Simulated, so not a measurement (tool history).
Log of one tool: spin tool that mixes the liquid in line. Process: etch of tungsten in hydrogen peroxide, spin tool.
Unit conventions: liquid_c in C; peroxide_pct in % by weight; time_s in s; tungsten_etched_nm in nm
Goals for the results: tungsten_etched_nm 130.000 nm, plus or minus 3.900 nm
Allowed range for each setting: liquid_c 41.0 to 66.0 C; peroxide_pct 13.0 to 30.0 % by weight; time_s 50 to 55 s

run	hour	liquid_c	peroxide_pct	time_s	tungsten_etched_nm
1	0.0	57.0	24.0	50	76.860
2	6.7	58.5	24.0	50	85.115
3	15.3	59.5	24.0	50	89.614
4	18.6	57.0	24.0	50	77.417
5	20.8	57.0	24.0	55	85.163
6	21.7	58.0	24.0	55	91.672
7	24.7	59.0	24.0	55	97.073
8	32.1	60.0	24.0	55	99.996
9	39.7	61.0	24.0	55	109.280
10	43.1	61.5	24.0	55	111.390
11	51.2	62.0	24.0	55	112.830
12	59.7	62.5	24.0	55	119.580
13	68.1	63.5	24.0	55	123.010

Next run, 4 choices. One meets every target within its allowed miss, the rest don't. Which?
A	76.5	65.0	22.0	55	?
B	76.5	65.5	18.0	55	?
C	76.5	64.0	25.5	50	?
D	76.5	64.0	22.5	50	?

move	tungsten_etched_nm
A	129.320
B	120.280
C	119.680
D	112.420
A: all results in spec
B: further off than the last run
C: further off than the last run
D: further off than the last run
So the answer is move A, the one that meets all the targets.
